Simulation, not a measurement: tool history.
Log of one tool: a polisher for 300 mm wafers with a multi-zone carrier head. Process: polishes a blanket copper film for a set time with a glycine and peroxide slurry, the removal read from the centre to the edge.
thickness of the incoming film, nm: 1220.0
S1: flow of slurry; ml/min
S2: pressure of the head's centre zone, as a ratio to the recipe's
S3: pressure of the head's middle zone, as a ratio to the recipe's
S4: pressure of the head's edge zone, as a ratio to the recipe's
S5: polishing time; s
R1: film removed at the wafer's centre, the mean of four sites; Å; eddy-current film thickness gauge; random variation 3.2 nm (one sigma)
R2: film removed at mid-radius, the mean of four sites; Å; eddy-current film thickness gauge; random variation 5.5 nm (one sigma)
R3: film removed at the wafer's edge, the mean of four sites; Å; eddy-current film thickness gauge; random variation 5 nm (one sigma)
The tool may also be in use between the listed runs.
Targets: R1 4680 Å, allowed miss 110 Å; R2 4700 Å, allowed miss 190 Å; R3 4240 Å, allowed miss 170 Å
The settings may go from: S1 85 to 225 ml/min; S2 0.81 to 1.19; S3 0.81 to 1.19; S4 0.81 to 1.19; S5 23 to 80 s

run  hour   S1    S2    S3    S4  S5      R1      R2      R3
  1     0  145     1     1     1  51  3043.6  3036.2    2950
  2   7.3  145     1     1     1  61    3687    3598  3575.9
  3     8  145     1     1  1.05  61  3656.8  3605.2  3600.2
  4    13  145     1     1  0.98  61  3625.2  3619.8  3561.2
  5  20.9  145  0.92     1  0.98  61  3388.8  3575.5  3573.8
  6  21.8  145  0.92     1  0.93  61  3433.7  3641.5  3494.6
  7  27.1  185  1.02   1.1  1.03  67  4305.6  4467.9  4085.5
  8    29  185  1.02   1.1  1.03  67  4284.3  4536.6  4138.6
  9  31.9  190  1.04   1.1  1.03  67  4429.1    4440  4107.6
 10  35.4  195  1.05  1.11  1.03  67  4469.8  4528.8  4172.8

Which of these 5 next moves meets every target?
  A  38.9  195  0.97  0.93   1.1  72   ?   ?   ?
  B  38.9  190  1.04     1  1.09  68   ?   ?   ?
  C  38.9  175  0.98  0.89  1.17  73   ?   ?   ?
  D  38.9  205  1.01  0.99  1.08  66   ?   ?   ?
  E  38.9  195  1.07  1.12  1.05  69   ?   ?   ?

move      R1      R2      R3
   A  4526.4  4198.5  4558.8
   B  4542.3  4166.5  4275.9
   C  4540.5  4049.2  4661.5
   D  4345.9    4061  4173.7
   E  4758.2  4626.3  4292.6
A: further off than the last run
B: further off than the last run
C: further off than the last run
D: further off than the last run
E: meets every target
Answer: E
